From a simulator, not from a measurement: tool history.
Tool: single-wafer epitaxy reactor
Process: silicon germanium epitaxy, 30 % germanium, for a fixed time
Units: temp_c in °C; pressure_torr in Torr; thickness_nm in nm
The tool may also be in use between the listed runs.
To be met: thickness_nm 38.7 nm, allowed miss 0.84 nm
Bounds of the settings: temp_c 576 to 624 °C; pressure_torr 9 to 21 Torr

run,hour,temp_c,pressure_torr,thickness_nm
1,0,600,15,52.054
2,1.1,591,15,43.387
3,9.1,590,15,42.008
4,11.1,600,15,51.799
5,18.3,600,12.5,48.309
6,21.9,610,12.5,59.784
7,29.6,607,12.5,55.722
8,30.7,604,12.5,52.413
9,34,602,12.5,50.277
10,37.5,600,12.5,48.643
11,45.7,598,12.5,46.134
12,46.7,588,12.3,37.636

Which of these 5 next moves meets every target?
A,47.7,591,13,?
B,47.7,585,15.8,?
C,47.7,596,9.6,?
D,47.7,589,14.8,?
E,47.7,592,12.4,?

move,thickness_nm
A,40.756
B,38.641
C,40.416
D,41.034
E,40.889
A: takes the result that was furthest off past its target
B: meets every target
C: takes the result that was furthest off past its target
D: takes the result that was furthest off past its target
E: takes the result that was furthest off past its target
Move B is the one to make.
